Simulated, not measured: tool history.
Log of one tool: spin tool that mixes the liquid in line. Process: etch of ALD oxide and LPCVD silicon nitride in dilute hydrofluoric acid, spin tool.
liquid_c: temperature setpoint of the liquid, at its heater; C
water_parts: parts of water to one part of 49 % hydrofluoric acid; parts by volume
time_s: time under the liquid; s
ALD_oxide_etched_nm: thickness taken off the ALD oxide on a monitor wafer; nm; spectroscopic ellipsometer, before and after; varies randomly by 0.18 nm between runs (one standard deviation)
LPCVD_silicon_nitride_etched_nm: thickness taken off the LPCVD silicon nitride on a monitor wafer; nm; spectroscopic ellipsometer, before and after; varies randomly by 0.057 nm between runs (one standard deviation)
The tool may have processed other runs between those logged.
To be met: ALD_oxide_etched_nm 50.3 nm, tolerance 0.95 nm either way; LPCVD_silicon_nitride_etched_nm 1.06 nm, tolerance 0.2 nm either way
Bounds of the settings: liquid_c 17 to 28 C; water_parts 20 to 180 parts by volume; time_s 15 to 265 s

run	hour	liquid_c	water_parts	time_s	ALD_oxide_etched_nm	LPCVD_silicon_nitride_etched_nm
1	0	20	100	135	25.621	0.56389
2	3.6	22	90	135	31.091	0.69873
3	6.1	20	90	135	28.655	0.64797
4	7.5	22.5	85	135	33.654	0.76783
5	15.3	24	80	135	38.357	0.85411
6	20.4	22	80	135	35.677	0.7812
7	24	23.5	75	135	40.524	0.90089
8	29.3	25	75	135	43.081	1.002
# hour 30.3: hydrofluoric acid flow meter replaced
9	30.3	25.5	75	135	39.405	0.96386
10	32	25.5	75	135	39.524	0.95028
11	40.7	25	70	135	41.729	1.0393
12	47.1	25	65	135	45.493	0.97896
13	54.8	25.5	65	135	45.944	1.0744

Exercise: of the 4 proposed moves below, exactly one satisfies all targets within the stated allowed misses. Which move is it?
A	62.5	22	45	115	?	?
B	62.5	20	20	50	?	?
C	62.5	20.5	35	100	?	?
D	62.5	19.5	50	150	?	?

move	ALD_oxide_etched_nm	LPCVD_silicon_nitride_etched_nm
A	50.764	1.0205
B	47.03	0.84273
C	53.928	1.0209
D	53.284	1.0107
A: every result lands within tolerance
B: better than the last run, though not everything is in spec
C: takes the biggest miss from the last run beyond its target
D: takes the biggest miss from the last run beyond its target
Answer: A

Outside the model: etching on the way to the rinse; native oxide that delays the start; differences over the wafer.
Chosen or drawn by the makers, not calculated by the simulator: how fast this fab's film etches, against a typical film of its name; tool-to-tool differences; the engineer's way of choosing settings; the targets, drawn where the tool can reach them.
